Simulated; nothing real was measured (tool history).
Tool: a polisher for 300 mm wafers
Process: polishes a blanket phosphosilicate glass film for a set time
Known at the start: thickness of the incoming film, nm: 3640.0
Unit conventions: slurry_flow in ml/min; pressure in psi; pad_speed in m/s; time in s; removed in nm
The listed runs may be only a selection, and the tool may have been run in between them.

run  hour  slurry_flow  pressure  pad_speed  slurry_solids  time  removed
  1     0          220       2.6       0.92              1    92   509.09
  2   6.3          175       2.6       0.92              1    92   487.31
  3  10.7          175       2.6       0.92            1.1    92   513.55
  4  19.1          175       2.6       0.92            1.1    96   526.31
  5  22.1          130       2.6       0.92            1.1    96   500.37
  6  22.9          130       2.4       0.92            1.1    96   475.94
  7    28          130       2.2       0.92            1.1    96   444.05

For run 8, what comes out?
  8  36.5          130       2.2       0.92            1.1    96        ?

removed: 438.97 nm

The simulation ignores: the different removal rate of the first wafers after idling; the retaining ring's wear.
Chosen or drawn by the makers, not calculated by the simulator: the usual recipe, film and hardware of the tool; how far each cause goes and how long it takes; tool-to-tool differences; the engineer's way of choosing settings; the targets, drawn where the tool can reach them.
